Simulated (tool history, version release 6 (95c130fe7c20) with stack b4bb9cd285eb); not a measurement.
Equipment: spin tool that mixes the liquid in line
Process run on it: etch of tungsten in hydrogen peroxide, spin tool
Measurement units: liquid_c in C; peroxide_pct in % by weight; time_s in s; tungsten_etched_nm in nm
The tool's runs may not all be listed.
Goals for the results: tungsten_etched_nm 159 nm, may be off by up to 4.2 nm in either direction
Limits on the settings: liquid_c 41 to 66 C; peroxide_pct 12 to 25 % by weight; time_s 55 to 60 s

Run 1, day 0: liquid_c 57 C, peroxide_pct 17 % by weight, time_s 55 s. Result: tungsten_etched_nm 98.319 nm.
Run 2, day 0.367: liquid_c 57 C, peroxide_pct 17 % by weight, time_s 60 s. Result: tungsten_etched_nm 107.06 nm.
Run 3, day 0.612: liquid_c 57.5 C, peroxide_pct 17 % by weight, time_s 60 s. Result: tungsten_etched_nm 110.46 nm.
Run 4, day 0.829: liquid_c 57.5 C, peroxide_pct 19.5 % by weight, time_s 60 s. Result: tungsten_etched_nm 117.24 nm.
Run 5, day 1.138: liquid_c 57.5 C, peroxide_pct 16.5 % by weight, time_s 60 s. Result: tungsten_etched_nm 109.54 nm.
Run 6, day 1.275: liquid_c 58 C, peroxide_pct 16.5 % by weight, time_s 60 s. Result: tungsten_etched_nm 112.38 nm.
Run 7, day 1.621: liquid_c 58.5 C, peroxide_pct 16.5 % by weight, time_s 60 s. Result: tungsten_etched_nm 115 nm.
Run 8, day 1.917: liquid_c 59 C, peroxide_pct 16.5 % by weight, time_s 60 s. Result: tungsten_etched_nm 119.64 nm.
Run 9, day 2.192: liquid_c 59.5 C, peroxide_pct 16.5 % by weight, time_s 60 s. Result: tungsten_etched_nm 121.21 nm.
Run 10, day 2.508: liquid_c 60 C, peroxide_pct 16.5 % by weight, time_s 60 s. Result: tungsten_etched_nm 126.2 nm.
Run 11, day 2.579: liquid_c 60.5 C, peroxide_pct 16.5 % by weight, time_s 60 s. Result: tungsten_etched_nm 128.59 nm.
Run 12, day 2.75: liquid_c 65 C, peroxide_pct 16.5 % by weight, time_s 60 s. Result: tungsten_etched_nm 166.69 nm.

5 next moves are on the table. One of them brings every result within its allowed miss. Which?
Run A, day 2.921: liquid_c 63 C, peroxide_pct 16.5 % by weight, time_s 60 s. Result: tungsten_etched_nm ?.
Run B, day 2.921: liquid_c 65.5 C, peroxide_pct 16.5 % by weight, time_s 55 s. Result: tungsten_etched_nm ?.
Run C, day 2.921: liquid_c 64.5 C, peroxide_pct 17 % by weight, time_s 55 s. Result: tungsten_etched_nm ?.
Run D, day 2.921: liquid_c 62 C, peroxide_pct 22.5 % by weight, time_s 55 s. Result: tungsten_etched_nm ?.
Run E, day 2.921: liquid_c 61.5 C, peroxide_pct 19 % by weight, time_s 60 s. Result: tungsten_etched_nm ?.

move  tungsten_etched_nm
   A                 151
   B              159.25
   C              152.86
   D              152.73
   E              148.82
A: takes the biggest miss from the last run beyond its target
B: all results land within tolerance of their targets
C: takes the biggest miss from the last run beyond its target
D: takes the biggest miss from the last run beyond its target
E: takes the biggest miss from the last run beyond its target
Answer: B
